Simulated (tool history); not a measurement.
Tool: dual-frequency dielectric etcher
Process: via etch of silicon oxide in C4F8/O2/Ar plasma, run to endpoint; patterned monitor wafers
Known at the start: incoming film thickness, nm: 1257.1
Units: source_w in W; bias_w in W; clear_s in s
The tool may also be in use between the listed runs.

run,hour,source_w,bias_w,clear_s
1,0,1380,2762,277.5
2,4.8,1310,2701,282.57
3,13.1,1310,3177,271.67
4,17.9,1310,3006,273.95
5,18.7,1310,3387,265.54
6,21.9,1480,3387,255.71
7,26.9,1350,3197,266.38
8,32.4,1350,3197,267.61
9,39.2,1350,3197,268.78
10,44,1250,3065,277.39

Forecast run 11:
11,49.2,1170,2959,?

clear_s: 282.98 s

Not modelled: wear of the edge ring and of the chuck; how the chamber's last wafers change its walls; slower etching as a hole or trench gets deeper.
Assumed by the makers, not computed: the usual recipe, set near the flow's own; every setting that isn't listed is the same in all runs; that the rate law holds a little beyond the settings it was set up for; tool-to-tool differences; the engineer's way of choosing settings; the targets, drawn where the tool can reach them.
